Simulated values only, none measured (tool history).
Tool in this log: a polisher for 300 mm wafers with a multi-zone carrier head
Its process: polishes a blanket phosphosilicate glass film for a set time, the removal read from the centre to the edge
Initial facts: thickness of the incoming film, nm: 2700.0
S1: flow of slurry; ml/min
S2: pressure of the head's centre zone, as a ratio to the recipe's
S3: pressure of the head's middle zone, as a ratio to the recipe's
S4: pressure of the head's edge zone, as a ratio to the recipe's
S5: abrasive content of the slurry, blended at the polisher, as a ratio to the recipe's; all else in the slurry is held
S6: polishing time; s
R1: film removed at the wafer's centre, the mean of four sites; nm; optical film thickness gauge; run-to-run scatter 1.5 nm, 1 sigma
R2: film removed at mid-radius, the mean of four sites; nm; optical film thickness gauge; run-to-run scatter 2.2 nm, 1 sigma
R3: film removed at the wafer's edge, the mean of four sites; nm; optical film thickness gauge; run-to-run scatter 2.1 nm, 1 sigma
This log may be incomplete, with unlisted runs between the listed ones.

run 1 hour=0 | S1=310 S2=1 S3=1 S4=1 S5=1 S6=35 | R1=311.94 R2=313.64 R3=326.64
run 2 hour=7.9 | S1=300 S2=0.95 S3=0.97 S4=0.98 S5=0.85 S6=35 | R1=269.76 R2=272.35 R3=286.42
run 3 hour=15.4 | S1=300 S2=0.95 S3=0.97 S4=0.98 S5=0.85 S6=41 | R1=316.88 R2=324.97 R3=332.52
run 4 hour=17.1 | S1=285 S2=0.91 S3=0.95 S4=1 S5=0.75 S6=40 | R1=263.31 R2=280.85 R3=295.28
run 5 hour=20.5 | S1=285 S2=0.91 S3=0.95 S4=1 S5=0.75 S6=47 | R1=309.94 R2=320.34 R3=349.69
run 6 hour=23.5 | S1=275 S2=0.89 S3=0.93 S4=1 S5=0.7 S6=45 | R1=273.88 R2=287.37 R3=310.72
run 7 hour=29.1 | S1=215 S2=0.81 S3=0.83 S4=1.03 S5=0.5 S6=40 | R1=146.69 R2=150.83 R3=185.84
run 8 hour=33.3 | S1=280 S2=0.81 S3=0.85 S4=1.02 S5=0.5 S6=40 | R1=152.09 R2=157.38 R3=186.03
run 9 hour=33.8 | S1=265 S2=0.84 S3=0.89 S4=1.05 S5=0.5 S6=39 | R1=151.52 R2=159.51 R3=183.6

Estimate the outcome of run 10 from the log above:
run 10 hour=39.1 | S1=245 S2=0.85 S3=0.9 S4=1.05 S5=0.55 S6=39 | R1=? R2=? R3=?

R1: 170.74 nm
R2: 182.03 nm
R3: 205.54 nm

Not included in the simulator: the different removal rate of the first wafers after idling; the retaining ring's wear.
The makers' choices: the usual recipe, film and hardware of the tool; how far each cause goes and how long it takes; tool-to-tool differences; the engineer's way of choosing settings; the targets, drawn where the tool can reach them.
